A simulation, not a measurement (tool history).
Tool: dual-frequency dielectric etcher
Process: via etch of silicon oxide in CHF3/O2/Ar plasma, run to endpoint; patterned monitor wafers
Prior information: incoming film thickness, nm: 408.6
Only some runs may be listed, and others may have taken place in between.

{"run": 1, "hour": 0.0, "source power (W)": 700, "bias power (W)": 232, "endpoint time (s)": 190.68}
{"run": 2, "hour": 4.1, "source power (W)": 760, "bias power (W)": 232, "endpoint time (s)": 182.86}
{"run": 3, "hour": 12.0, "source power (W)": 840, "bias power (W)": 232, "endpoint time (s)": 174.2}
{"run": 4, "hour": 17.7, "source power (W)": 730, "bias power (W)": 218, "endpoint time (s)": 187.96}
{"run": 5, "hour": 18.9, "source power (W)": 630, "bias power (W)": 205, "endpoint time (s)": 203.49}
{"run": 6, "hour": 22.2, "source power (W)": 570, "bias power (W)": 198, "endpoint time (s)": 217.68}
{"run": 7, "hour": 26.3, "source power (W)": 570, "bias power (W)": 198, "endpoint time (s)": 218.95}
{"run": 8, "hour": 32.7, "source power (W)": 550, "bias power (W)": 196, "endpoint time (s)": 224.71}

Estimate the outcome of run 9 from the log above:
{"run": 9, "hour": 33.5, "source power (W)": 540, "bias power (W)": 195, "endpoint time (s)": "?"}

Run 9 measured endpoint time (s) 221.22.

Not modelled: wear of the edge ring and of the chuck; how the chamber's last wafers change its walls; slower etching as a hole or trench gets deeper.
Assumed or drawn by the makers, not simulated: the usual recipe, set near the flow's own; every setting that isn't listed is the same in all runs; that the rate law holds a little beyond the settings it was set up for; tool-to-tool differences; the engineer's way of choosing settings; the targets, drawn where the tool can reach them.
